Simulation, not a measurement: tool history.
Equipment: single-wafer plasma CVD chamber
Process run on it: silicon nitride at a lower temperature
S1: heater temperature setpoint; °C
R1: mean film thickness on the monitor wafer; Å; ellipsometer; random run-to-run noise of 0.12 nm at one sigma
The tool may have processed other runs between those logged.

run 1 hour=0.0 | S1=355 chamber_pressure_(Pa)=232 RF_power_(W)=280 deposition_time_(s)=28.1 | R1=362.84
run 2 hour=2.2 | S1=355 chamber_pressure_(Pa)=215 RF_power_(W)=275 deposition_time_(s)=28.1 | R1=349.84
run 3 hour=4.8 | S1=355 chamber_pressure_(Pa)=215 RF_power_(W)=275 deposition_time_(s)=26.6 | R1=333.74
run 4 hour=13.7 | S1=355 chamber_pressure_(Pa)=215 RF_power_(W)=260 deposition_time_(s)=26.6 | R1=316.57
run 5 hour=21.1 | S1=355 chamber_pressure_(Pa)=180 RF_power_(W)=260 deposition_time_(s)=26.6 | R1=302.91
run 6 hour=29.9 | S1=355 chamber_pressure_(Pa)=188 RF_power_(W)=260 deposition_time_(s)=26.6 | R1=306.03
run 7 hour=38.0 | S1=355 chamber_pressure_(Pa)=195 RF_power_(W)=260 deposition_time_(s)=26.6 | R1=309.98
run 8 hour=43.4 | S1=355 chamber_pressure_(Pa)=200 RF_power_(W)=260 deposition_time_(s)=26.6 | R1=309.85

Forecast run 9:
run 9 hour=46.4 | S1=355 chamber_pressure_(Pa)=205 RF_power_(W)=260 deposition_time_(s)=26.6 | R1=?

Run 9 gave R1 313.37 Å.
